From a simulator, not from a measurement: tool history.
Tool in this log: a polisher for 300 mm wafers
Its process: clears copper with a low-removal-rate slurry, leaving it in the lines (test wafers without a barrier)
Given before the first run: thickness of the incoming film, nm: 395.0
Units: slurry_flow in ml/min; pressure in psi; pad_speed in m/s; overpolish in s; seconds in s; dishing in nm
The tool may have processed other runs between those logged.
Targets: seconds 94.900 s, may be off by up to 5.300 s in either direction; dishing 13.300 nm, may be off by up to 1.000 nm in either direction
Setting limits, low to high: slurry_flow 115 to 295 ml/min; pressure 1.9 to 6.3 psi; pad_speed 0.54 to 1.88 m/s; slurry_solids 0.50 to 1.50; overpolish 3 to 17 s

run,hour,slurry_flow,pressure,pad_speed,slurry_solids,overpolish,seconds,dishing
1,0.0,190,4.1,1.20,1.00,9,91.713,29.600
2,6.2,190,4.1,1.20,1.00,7,93.451,22.880
3,11.0,190,4.1,1.20,1.00,9,91.975,28.715
4,15.4,215,4.1,1.20,1.00,9,89.611,30.794
5,20.8,195,4.1,1.20,1.00,7,90.952,23.324
6,26.6,195,3.3,1.20,1.00,7,105.300,20.130
7,32.2,180,3.4,1.22,1.00,6,104.630,18.101
8,38.8,165,3.5,1.24,1.00,5,102.150,15.523
9,46.1,165,3.6,1.24,1.00,5,102.490,15.584
# hour 49.5: worn pad replaced by a new one
10,49.5,165,3.7,1.24,1.00,5,91.552,16.582
11,53.5,160,3.6,1.24,1.00,5,91.191,17.652

Exactly one of the 5 candidate moves below puts every result within its allowed miss. Which one?
A,57.5,145,3.7,1.22,1.05,8,?,?
B,57.5,205,3.7,1.16,1.05,8,?,?
C,57.5,125,4.6,1.22,0.90,8,?,?
D,57.5,160,3.4,1.24,1.10,3,?,?
E,57.5,115,2.7,1.52,1.05,4,?,?

move,seconds,dishing
A,89.882,27.083
B,88.935,27.348
C,83.734,29.024
D,90.478,10.617
E,93.268,13.575
A: moves away from the targets compared with the last run
B: moves away from the targets compared with the last run
C: moves away from the targets compared with the last run
D: the result that was furthest off in the last run now lies on the other side of its target
E: all results land within tolerance of their targets
Go with E: it meets all targets.
